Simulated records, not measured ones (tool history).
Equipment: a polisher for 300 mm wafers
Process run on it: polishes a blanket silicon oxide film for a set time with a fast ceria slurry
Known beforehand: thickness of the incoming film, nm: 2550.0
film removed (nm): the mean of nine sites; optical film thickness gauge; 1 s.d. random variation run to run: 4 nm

run,hour,flow of slurry (ml/min),pressure of the wafer on the pad (kPa),speed of the pad under the wafer (m/s),polishing time (s),film removed (nm)
1,0.0,285,19.3,1.28,33,550.52
2,8.6,285,17.9,1.28,33,519.87
3,13.9,285,17.9,1.28,33,520.88
4,16.4,285,16.5,1.28,33,485.96
5,19.7,285,15.9,1.28,33,467.13
6,24.7,325,15.9,1.28,33,466.57
7,32.3,325,15.2,1.28,33,454.44
# hour 33.1: worn pad replaced by a new one
8,33.1,325,14.5,1.28,33,473.09

Expected results for the next run?
9,40.7,310,13.8,1.28,33,?

{"run 9": {"film removed (nm)": 449.56}}
